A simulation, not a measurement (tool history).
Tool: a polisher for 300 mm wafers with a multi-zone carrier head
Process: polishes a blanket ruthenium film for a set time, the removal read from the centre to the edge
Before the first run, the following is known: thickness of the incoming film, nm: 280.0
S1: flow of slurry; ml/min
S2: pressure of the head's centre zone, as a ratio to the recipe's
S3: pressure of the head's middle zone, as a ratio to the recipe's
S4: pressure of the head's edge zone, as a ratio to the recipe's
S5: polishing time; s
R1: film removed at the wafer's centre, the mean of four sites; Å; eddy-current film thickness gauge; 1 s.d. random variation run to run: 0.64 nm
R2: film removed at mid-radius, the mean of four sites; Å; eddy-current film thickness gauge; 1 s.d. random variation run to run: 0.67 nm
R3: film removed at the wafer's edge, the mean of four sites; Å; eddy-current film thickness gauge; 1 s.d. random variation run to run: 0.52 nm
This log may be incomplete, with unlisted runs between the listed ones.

run,hour,S1,S2,S3,S4,S5,R1,R2,R3
1,0,295,1,1,1,41,610.09,611.53,610
2,2.9,305,1.01,1.04,1.03,41,623.61,623.59,619.7
3,8.1,305,1.01,1.04,1.03,50,746,758.21,753.49
4,15,305,1.01,1.04,1.03,43,646.99,669.07,653.32
5,18.9,305,1.01,1.1,1.03,43,639.53,678.24,651.28
6,21.6,320,1.01,1.12,1.02,44,665.2,716.04,663.74

What does the tool deliver on the next run?
7,26.3,330,1,1.14,1.02,44,?,?,?

R1: 656.77 Å
R2: 724.32 Å
R3: 660.08 Å
